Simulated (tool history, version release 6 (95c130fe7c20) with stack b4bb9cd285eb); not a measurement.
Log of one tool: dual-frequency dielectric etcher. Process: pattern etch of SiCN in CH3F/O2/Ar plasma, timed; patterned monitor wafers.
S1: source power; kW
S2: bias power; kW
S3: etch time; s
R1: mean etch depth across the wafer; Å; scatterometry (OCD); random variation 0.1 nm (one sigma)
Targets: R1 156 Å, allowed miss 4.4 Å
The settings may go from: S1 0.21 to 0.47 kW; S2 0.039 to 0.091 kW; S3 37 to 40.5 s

| run | day | S1 | S2 | S3 | R1 |
|---|---|---|---|---|---|
| 1 | 0 | 0.34 | 0.065 | 40.5 | 134.19 |
| 2 | 0.312 | 0.36 | 0.067 | 40.5 | 137.28 |
| 3 | 0.371 | 0.36 | 0.067 | 40.5 | 139.54 |
| 4 | 0.708 | 0.32 | 0.067 | 40.5 | 135.65 |
| 5 | 0.733 | 0.33 | 0.071 | 40.5 | 140.45 |
| 6 | 0.962 | 0.33 | 0.071 | 37 | 127.7 |
| 7 | 1.112 | 0.39 | 0.084 | 38.5 | 148.19 |
| 8 | 1.212 | 0.4 | 0.085 | 38.5 | 151.43 |

5 next moves are on the table. One of them brings every result within its allowed miss. Which?
| A | 1.312 | 0.39 | 0.081 | 38.5 | ? |
| B | 1.312 | 0.38 | 0.085 | 38.5 | ? |
| C | 1.312 | 0.35 | 0.088 | 40.5 | ? |
| D | 1.312 | 0.36 | 0.088 | 38 | ? |
| E | 1.312 | 0.4 | 0.084 | 37 | ? |

| move | R1 |
|---|---|
| A | 148.86 |
| B | 150.88 |
| C | 157.66 |
| D | 149.01 |
| E | 146.25 |
A: further off than the last run
B: further off than the last run
C: meets every target
D: further off than the last run
E: further off than the last run
Answer: C
